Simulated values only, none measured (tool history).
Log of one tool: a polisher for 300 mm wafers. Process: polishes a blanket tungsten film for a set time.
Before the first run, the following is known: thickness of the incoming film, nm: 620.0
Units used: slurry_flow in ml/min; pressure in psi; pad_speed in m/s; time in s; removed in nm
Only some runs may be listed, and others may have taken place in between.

{"run": 1, "hour": 0.0, "slurry_flow": 280, "pressure": 3.2, "pad_speed": 1.04, "slurry_solids": 1, "time": 31, "removed": 150.68}
{"run": 2, "hour": 1.6, "slurry_flow": 280, "pressure": 2.6, "pad_speed": 1.04, "slurry_solids": 1, "time": 31, "removed": 137.36}
{"run": 3, "hour": 4.0, "slurry_flow": 280, "pressure": 3, "pad_speed": 1.06, "slurry_solids": 1, "time": 31, "removed": 147.93}
{"run": 4, "hour": 6.6, "slurry_flow": 335, "pressure": 3, "pad_speed": 1.06, "slurry_solids": 1, "time": 31, "removed": 154.49}
{"run": 5, "hour": 14.3, "slurry_flow": 335, "pressure": 3.2, "pad_speed": 1.08, "slurry_solids": 1, "time": 31, "removed": 160.31}
{"run": 6, "hour": 20.1, "slurry_flow": 335, "pressure": 3.2, "pad_speed": 1.08, "slurry_solids": 0.9, "time": 31, "removed": 152.37}

The next listed run, before its measurement:
{"run": 7, "hour": 23.4, "slurry_flow": 335, "pressure": 3.4, "pad_speed": 1.1, "slurry_solids": 0.9, "time": 31, "removed": "?"}

removed: 163.21 nm
